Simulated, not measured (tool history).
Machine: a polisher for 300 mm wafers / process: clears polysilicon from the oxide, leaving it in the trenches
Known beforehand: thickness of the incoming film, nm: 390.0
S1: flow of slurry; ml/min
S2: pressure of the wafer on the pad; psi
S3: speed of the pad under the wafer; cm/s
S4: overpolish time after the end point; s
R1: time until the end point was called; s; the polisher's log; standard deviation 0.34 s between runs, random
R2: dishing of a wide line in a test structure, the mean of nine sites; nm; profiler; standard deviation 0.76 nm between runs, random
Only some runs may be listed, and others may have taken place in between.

run,hour,S1,S2,S3,S4,R1,R2
1,0.0,240,3.2,88,12,25.879,50.629
2,7.8,240,3.2,88,8,25.988,44.382
3,9.8,240,2.9,88,8,28.588,43.161
4,18.2,295,2.9,88,8,28.091,44.721
5,20.9,295,2.7,88,8,30.221,41.954
6,28.8,355,2.7,88,8,29.553,44.561
7,35.6,355,2.5,88,8,32.289,41.433

Run 8 comes next. What will it give?
8,40.0,355,2.4,88,9,?,?

Run 8 produced R1 33.953 s, R2 42.247 nm.

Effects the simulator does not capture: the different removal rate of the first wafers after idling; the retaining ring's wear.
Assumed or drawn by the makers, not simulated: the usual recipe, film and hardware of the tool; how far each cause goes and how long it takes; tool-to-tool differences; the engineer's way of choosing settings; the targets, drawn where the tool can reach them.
